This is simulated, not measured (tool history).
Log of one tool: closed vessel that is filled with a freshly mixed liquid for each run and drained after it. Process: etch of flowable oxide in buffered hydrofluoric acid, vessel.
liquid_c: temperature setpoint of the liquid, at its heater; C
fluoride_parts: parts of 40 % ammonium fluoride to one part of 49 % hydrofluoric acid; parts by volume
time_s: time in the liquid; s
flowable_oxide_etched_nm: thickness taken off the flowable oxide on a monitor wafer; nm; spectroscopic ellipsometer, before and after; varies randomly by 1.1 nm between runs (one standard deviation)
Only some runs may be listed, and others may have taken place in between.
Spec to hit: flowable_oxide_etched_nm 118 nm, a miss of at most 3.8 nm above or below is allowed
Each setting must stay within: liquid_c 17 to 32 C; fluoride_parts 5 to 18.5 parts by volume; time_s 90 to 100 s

{"run": 1, "hour": 0.0, "liquid_c": 24, "fluoride_parts": 11.5, "time_s": 90, "flowable_oxide_etched_nm": 130.03}
{"run": 2, "hour": 4.6, "liquid_c": 23.5, "fluoride_parts": 11.5, "time_s": 90, "flowable_oxide_etched_nm": 123.78}
{"run": 3, "hour": 8.9, "liquid_c": 23.5, "fluoride_parts": 11.5, "time_s": 100, "flowable_oxide_etched_nm": 138.47}
{"run": 4, "hour": 16.8, "liquid_c": 23.5, "fluoride_parts": 13, "time_s": 100, "flowable_oxide_etched_nm": 122.85}
{"run": 5, "hour": 19.4, "liquid_c": 23.5, "fluoride_parts": 16, "time_s": 100, "flowable_oxide_etched_nm": 100.47}
{"run": 6, "hour": 25.5, "liquid_c": 24.5, "fluoride_parts": 16, "time_s": 100, "flowable_oxide_etched_nm": 108.28}
{"run": 7, "hour": 27.1, "liquid_c": 25, "fluoride_parts": 16, "time_s": 100, "flowable_oxide_etched_nm": 110.79}
{"hour": 28.5, "done": "thermometer replaced"}
{"run": 8, "hour": 28.5, "liquid_c": 25.5, "fluoride_parts": 16, "time_s": 100, "flowable_oxide_etched_nm": 127.97}
{"run": 9, "hour": 30.8, "liquid_c": 25, "fluoride_parts": 16, "time_s": 100, "flowable_oxide_etched_nm": 126.3}

Of the 4 settings listed for the next run, only one would bring every result within its allowed miss of target. Which one?
{"run": "A", "hour": 33.1, "liquid_c": 25, "fluoride_parts": 14.5, "time_s": 95, "flowable_oxide_etched_nm": "?"}
{"run": "B", "hour": 33.1, "liquid_c": 28, "fluoride_parts": 18, "time_s": 90, "flowable_oxide_etched_nm": "?"}
{"run": "C", "hour": 33.1, "liquid_c": 25.5, "fluoride_parts": 16, "time_s": 100, "flowable_oxide_etched_nm": "?"}
{"run": "D", "hour": 33.1, "liquid_c": 24.5, "fluoride_parts": 15, "time_s": 100, "flowable_oxide_etched_nm": "?"}

move=A flowable_oxide_etched_nm=128.25
move=B flowable_oxide_etched_nm=115.44
move=C flowable_oxide_etched_nm=125.92
move=D flowable_oxide_etched_nm=127.08
A: misses by more than the last run did
B: meets every target
C: about as far from the targets as the last run
D: misses by more than the last run did
B meets every target.
